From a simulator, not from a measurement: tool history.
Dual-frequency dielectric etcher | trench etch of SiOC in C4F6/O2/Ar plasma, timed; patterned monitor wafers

| run | day | source power (W) | bias power (W) | etch time (s) | mean etch depth across the wafer (angstrom) |
|---|---|---|---|---|---|
| 1 | 0 | 430 | 168 | 18.5 | 398.27 |
| 2 | 0.108 | 470 | 168 | 18.5 | 422.58 |
| 3 | 0.267 | 540 | 168 | 18.5 | 458.85 |
| 4 | 0.421 | 540 | 168 | 18.5 | 457.91 |
| 5 | 0.658 | 490 | 163 | 18.5 | 433.33 |
| 6 | 0.912 | 440 | 153 | 18.5 | 392.39 |
| 7 | 1.075 | 350 | 144 | 18.5 | 330.94 |

Forecast run 8:
| 8 | 1.138 | 340 | 144 | 18.5 | ? |

{"run 8": {"mean etch depth across the wafer (angstrom)": 324.35}}

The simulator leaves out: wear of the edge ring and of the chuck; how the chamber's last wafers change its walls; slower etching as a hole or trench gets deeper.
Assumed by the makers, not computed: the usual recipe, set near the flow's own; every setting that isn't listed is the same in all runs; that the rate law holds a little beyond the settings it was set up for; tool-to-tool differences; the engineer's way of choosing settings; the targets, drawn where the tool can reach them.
